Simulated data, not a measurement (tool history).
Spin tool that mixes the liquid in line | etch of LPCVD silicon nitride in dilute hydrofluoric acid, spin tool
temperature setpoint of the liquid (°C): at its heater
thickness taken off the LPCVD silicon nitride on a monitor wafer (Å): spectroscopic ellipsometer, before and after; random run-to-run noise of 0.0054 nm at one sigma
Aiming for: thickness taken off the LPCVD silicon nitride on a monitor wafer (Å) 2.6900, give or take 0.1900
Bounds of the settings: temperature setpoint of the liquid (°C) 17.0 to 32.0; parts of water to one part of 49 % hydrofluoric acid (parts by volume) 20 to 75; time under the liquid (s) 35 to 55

| run | hour | temperature setpoint of the liquid (°C) | parts of water to one part of 49 % hydrofluoric acid (parts by volume) | time under the liquid (s) | thickness taken off the LPCVD silicon nitride on a monitor wafer (Å) |
|---|---|---|---|---|---|
| 1 | 0.0 | 24.0 | 45 | 55 | 5.6577 |
| 2 | 2.3 | 23.0 | 50 | 55 | 4.9373 |
| 3 | 4.0 | 23.0 | 50 | 55 | 4.9036 |
| 4 | 7.1 | 22.0 | 55 | 55 | 4.0617 |
| 5 | 12.9 | 21.0 | 55 | 55 | 3.7020 |
| 6 | 17.1 | 21.0 | 45 | 55 | 4.6936 |
| 7 | 18.9 | 20.5 | 50 | 55 | 3.9753 |
| 8 | 23.6 | 17.0 | 60 | 50 | 2.4357 |
| 9 | 30.6 | 17.5 | 60 | 50 | 2.4539 |

Which one of the following 4 next-run settings gets every result inside its allowed miss? There is exactly one.
| A | 37.6 | 17.0 | 70 | 55 | ? |
| B | 37.6 | 17.5 | 60 | 55 | ? |
| C | 37.6 | 17.0 | 60 | 50 | ? |
| D | 37.6 | 17.5 | 45 | 35 | ? |

| move | thickness taken off the LPCVD silicon nitride on a monitor wafer (Å) |
|---|---|
| A | 2.2947 |
| B | 2.7604 |
| C | 2.4223 |
| D | 2.3214 |
A: its largest miss is bigger than the last run's
B: in spec on every target
C: its largest miss is bigger than the last run's
D: its largest miss is bigger than the last run's
The move that meets every target is B.
